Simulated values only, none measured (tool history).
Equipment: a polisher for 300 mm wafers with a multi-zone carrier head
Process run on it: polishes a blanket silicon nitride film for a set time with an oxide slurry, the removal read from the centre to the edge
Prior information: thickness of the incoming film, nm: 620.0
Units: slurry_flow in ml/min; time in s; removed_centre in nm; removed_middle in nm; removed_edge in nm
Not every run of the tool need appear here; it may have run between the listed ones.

run	hour	slurry_flow	centre_zone	middle_zone	edge_zone	slurry_solids	time	removed_centre	removed_middle	removed_edge
1	0	275	1	1	1	1	81	90.523	91.419	88.743
2	1.1	260	0.96	0.95	0.95	0.85	80	77.524	77.588	78.69
3	6.2	260	0.88	0.95	0.95	0.85	80	71.104	78.025	79.125
4	7	260	0.88	0.95	0.95	0.85	67	59.827	65.363	66.724
5	13.9	260	0.88	0.95	0.95	0.85	48	43.086	46.311	47.032
6	14.9	275	0.91	0.96	1.02	0.95	48	47.318	51.016	51.686
7	22.9	285	0.94	0.95	1.07	1	48	51.104	51.545	55.349
8	24	305	0.96	0.97	1.11	1	48	51.917	52.93	56.075

Forecast run 9:
9	26	325	1.02	0.99	1.18	1.2	48	?	?	?

removed_centre: 61.098 nm
removed_middle: 59.158 nm
removed_edge: 63.34 nm
